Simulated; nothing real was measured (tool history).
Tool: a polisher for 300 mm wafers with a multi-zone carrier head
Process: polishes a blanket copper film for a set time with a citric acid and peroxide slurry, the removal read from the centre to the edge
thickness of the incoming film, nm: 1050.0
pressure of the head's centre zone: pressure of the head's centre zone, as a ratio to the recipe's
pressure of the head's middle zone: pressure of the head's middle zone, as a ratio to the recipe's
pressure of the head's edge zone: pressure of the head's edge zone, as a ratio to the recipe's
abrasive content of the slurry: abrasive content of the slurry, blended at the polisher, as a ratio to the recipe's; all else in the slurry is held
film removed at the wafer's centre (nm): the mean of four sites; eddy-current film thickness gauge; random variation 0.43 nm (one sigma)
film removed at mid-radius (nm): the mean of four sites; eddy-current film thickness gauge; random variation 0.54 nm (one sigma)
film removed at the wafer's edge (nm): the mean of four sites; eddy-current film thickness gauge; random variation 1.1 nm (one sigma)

run,hour,flow of slurry (ml/min),pressure of the head's centre zone,pressure of the head's middle zone,pressure of the head's edge zone,abrasive content of the slurry,polishing time (s),film removed at the wafer's centre (nm),film removed at mid-radius (nm),film removed at the wafer's edge (nm)
1,0,175,1,1,1,1,74,149.17,144.01,146.69
2,1.7,155,0.94,0.94,1,0.85,64,114.18,113,122.64
3,6.6,115,0.94,0.94,1,0.85,64,106.24,105.13,116.3
4,9.5,110,0.91,0.9,0.99,0.75,59,90.025,90.201,105.43
5,14.8,135,0.91,0.9,0.99,0.75,59,96.592,96.823,109.5
6,20.2,135,0.83,0.9,0.99,0.75,59,87.222,94.721,106.08

Run 7 comes next. What will it give?
7,28.3,125,0.84,0.87,0.96,0.65,57,?,?,?

film removed at the wafer's centre (nm): 82.948
film removed at mid-radius (nm): 86.804
film removed at the wafer's edge (nm): 98.652

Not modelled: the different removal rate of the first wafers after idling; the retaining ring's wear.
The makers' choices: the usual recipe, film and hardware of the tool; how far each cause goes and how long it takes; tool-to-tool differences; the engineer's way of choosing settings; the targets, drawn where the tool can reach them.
